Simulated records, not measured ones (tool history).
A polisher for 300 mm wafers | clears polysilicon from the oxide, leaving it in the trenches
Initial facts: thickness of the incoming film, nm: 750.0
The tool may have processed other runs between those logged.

run	hour	flow of slurry (ml/min)	pressure of the wafer on the pad (kPa)	speed of the pad under the wafer (cm/s)	overpolish time after the end point (s)	time until the end point was called (s)	dishing of a wide line in a test structure (Å)
1	0	275	15.2	96	9	74.12	338.39
2	1.2	275	15.2	96	11	75.338	354.3
3	6.2	275	16.5	96	11	68.721	355.53
4	12.2	275	15.9	94	10	72.331	339.52
5	15.4	275	15.2	92	9	76.814	333.12
6	22.3	275	16.5	92	9	70.637	336.51
7	26.5	275	15.9	92	8	72.414	324.93
8	29.2	275	11.7	90	7	97.781	273.69

What does the tool deliver on the next run?
9	37.1	275	13.1	88	9	?	?

Run 9 came out at time until the end point was called (s) 89.945, dishing of a wide line in a test structure (Å) 317.98.
